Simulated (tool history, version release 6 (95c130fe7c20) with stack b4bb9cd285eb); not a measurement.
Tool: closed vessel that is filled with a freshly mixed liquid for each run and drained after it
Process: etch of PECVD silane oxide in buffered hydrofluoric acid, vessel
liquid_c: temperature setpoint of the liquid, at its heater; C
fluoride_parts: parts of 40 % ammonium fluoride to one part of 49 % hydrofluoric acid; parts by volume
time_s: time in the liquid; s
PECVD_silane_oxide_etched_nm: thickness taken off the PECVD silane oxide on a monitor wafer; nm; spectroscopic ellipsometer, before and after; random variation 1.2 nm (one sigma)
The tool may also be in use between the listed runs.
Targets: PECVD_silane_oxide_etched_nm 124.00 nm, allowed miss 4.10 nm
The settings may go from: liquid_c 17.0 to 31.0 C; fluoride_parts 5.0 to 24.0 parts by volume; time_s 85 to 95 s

run 1 day=0.000 | liquid_c=23.0 fluoride_parts=14.5 time_s=85 | PECVD_silane_oxide_etched_nm=144.67
run 2 day=0.188 | liquid_c=23.0 fluoride_parts=14.5 time_s=85 | PECVD_silane_oxide_etched_nm=146.38
run 3 day=0.321 | liquid_c=22.5 fluoride_parts=14.5 time_s=85 | PECVD_silane_oxide_etched_nm=142.73
run 4 day=0.679 | liquid_c=22.0 fluoride_parts=14.5 time_s=85 | PECVD_silane_oxide_etched_nm=140.78
run 5 day=0.812 | liquid_c=22.0 fluoride_parts=12.5 time_s=85 | PECVD_silane_oxide_etched_nm=161.94
run 6 day=1.012 | liquid_c=21.0 fluoride_parts=12.5 time_s=85 | PECVD_silane_oxide_etched_nm=150.82
run 7 day=1.204 | liquid_c=20.0 fluoride_parts=12.5 time_s=85 | PECVD_silane_oxide_etched_nm=144.92
run 8 day=1.567 | liquid_c=17.0 fluoride_parts=13.0 time_s=85 | PECVD_silane_oxide_etched_nm=117.61

Which of these 4 next moves meets every target?
run A day=1.929 | liquid_c=19.0 fluoride_parts=15.5 time_s=90 | PECVD_silane_oxide_etched_nm=?
run B day=1.929 | liquid_c=17.0 fluoride_parts=14.5 time_s=90 | PECVD_silane_oxide_etched_nm=?
run C day=1.929 | liquid_c=17.0 fluoride_parts=13.0 time_s=90 | PECVD_silane_oxide_etched_nm=?
run D day=1.929 | liquid_c=17.0 fluoride_parts=14.0 time_s=85 | PECVD_silane_oxide_etched_nm=?

move=A PECVD_silane_oxide_etched_nm=117.80
move=B PECVD_silane_oxide_etched_nm=112.28
move=C PECVD_silane_oxide_etched_nm=124.99
move=D PECVD_silane_oxide_etched_nm=109.76
A: as far off as the last run
B: further off than the last run
C: meets every target
D: further off than the last run
The right move is C.
